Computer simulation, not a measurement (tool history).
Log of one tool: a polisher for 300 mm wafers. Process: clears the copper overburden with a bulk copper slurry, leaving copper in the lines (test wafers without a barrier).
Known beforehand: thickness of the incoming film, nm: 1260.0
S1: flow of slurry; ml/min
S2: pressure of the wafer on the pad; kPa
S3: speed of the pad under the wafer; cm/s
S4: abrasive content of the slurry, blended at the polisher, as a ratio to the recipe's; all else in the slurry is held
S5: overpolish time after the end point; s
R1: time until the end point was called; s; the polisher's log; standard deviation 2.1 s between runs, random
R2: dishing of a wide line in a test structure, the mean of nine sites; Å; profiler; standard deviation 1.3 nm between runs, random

| run | hour | S1 | S2 | S3 | S4 | S5 | R1 | R2 |
|---|---|---|---|---|---|---|---|---|
| 1 | 0.0 | 290 | 14.5 | 120 | 1.00 | 27 | 134.06 | 1088.90 |
| 2 | 7.4 | 290 | 14.5 | 120 | 1.00 | 31 | 135.08 | 1170.90 |
| 3 | 9.1 | 290 | 13.8 | 118 | 1.00 | 30 | 142.99 | 1154.40 |
| 4 | 16.6 | 290 | 13.1 | 116 | 1.00 | 28 | 149.17 | 1053.40 |
| 5 | 20.4 | 290 | 13.1 | 116 | 1.15 | 28 | 145.16 | 1061.20 |
| 6 | 24.8 | 290 | 13.1 | 92 | 1.15 | 28 | 175.76 | 981.31 |
| 7 | 30.9 | 290 | 13.1 | 92 | 1.15 | 28 | 174.68 | 951.35 |

What will run 8 give?
| 8 | 38.9 | 290 | 12.4 | 92 | 1.15 | 27 | ? | ? |

R1: 180.36 s
R2: 931.99 Å
